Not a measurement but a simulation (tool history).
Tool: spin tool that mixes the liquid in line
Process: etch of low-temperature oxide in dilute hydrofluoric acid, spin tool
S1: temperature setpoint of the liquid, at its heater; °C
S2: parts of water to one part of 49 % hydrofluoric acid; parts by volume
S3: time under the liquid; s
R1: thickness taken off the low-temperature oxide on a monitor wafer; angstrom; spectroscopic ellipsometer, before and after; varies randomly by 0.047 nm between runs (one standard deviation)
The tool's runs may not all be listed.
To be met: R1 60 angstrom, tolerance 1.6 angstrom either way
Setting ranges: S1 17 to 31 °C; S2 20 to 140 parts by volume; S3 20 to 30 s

run,hour,S1,S2,S3,R1
1,0,23,75,30,81.044
2,4.2,22,75,30,77.776
3,10.5,22,75,30,78.31
4,16.4,22,75,30,77.214
5,18.3,20.5,75,30,73.272
6,26.8,20.5,75,20,48.963
7,28.4,21,75,20,49.868
8,29.9,21.5,75,20,50.871
9,38.1,22,75,20,51.388
10,40.1,23,75,20,54.016
11,48.6,23.5,75,20,54.847
12,51.4,24,75,20,56.55
13,52.2,24.5,75,20,57.431

5 candidate next runs follow, results not yet known. Just one meets every target within its allowed miss. Identify it.
A,53,30.5,95,20,?
B,53,21.5,75,25,?
C,53,25,95,25,?
D,53,26,110,30,?
E,53,26.5,105,30,?

move,R1
A,56.088
B,63.983
C,56.749
D,60.001
E,64.494
A: misses by more than the last run did
B: takes the biggest miss from the last run beyond its target
C: misses by more than the last run did
D: every result within its allowed miss
E: takes the biggest miss from the last run beyond its target
Answer: D

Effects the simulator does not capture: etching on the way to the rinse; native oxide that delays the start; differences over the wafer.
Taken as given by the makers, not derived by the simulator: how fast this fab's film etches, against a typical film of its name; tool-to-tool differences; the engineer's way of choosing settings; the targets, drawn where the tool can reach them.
